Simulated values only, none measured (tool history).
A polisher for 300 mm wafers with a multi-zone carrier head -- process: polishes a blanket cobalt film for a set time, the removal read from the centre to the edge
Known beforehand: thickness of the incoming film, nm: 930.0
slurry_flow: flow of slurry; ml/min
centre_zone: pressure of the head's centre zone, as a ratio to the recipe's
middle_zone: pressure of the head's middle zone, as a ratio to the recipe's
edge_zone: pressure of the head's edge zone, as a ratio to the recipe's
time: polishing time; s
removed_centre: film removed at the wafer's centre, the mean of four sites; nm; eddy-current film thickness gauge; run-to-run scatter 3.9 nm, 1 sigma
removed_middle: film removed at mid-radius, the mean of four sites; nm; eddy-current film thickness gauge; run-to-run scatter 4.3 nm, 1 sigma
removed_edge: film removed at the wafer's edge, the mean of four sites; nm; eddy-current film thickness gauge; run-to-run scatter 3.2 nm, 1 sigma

run    day  slurry_flow  centre_zone  middle_zone  edge_zone  time  removed_centre  removed_middle  removed_edge
  1  0.000          165         1.00         1.00       1.00    61          241.89          242.84        235.28
  2  0.025          165         1.00         1.00       0.96    61          243.74          241.98        228.11
  3  0.079          165         1.00         0.91       0.96    61          238.81          224.84        229.21
  4  0.354          175         1.01         0.96       0.98    63          256.67          248.15        244.09
  5  0.421          185         1.02         1.00       1.00    64          268.34          250.77        248.90
  6  0.683          185         1.02         1.03       1.00    64          266.43          260.36        246.84
  7  0.808          185         1.02         1.05       1.00    66          281.22          276.78        254.41

The next listed run, before its measurement:
  8  1.112          185         1.01         1.07       1.01    67               ?               ?             ?

removed_centre: 276.22 nm
removed_middle: 290.27 nm
removed_edge: 261.72 nm
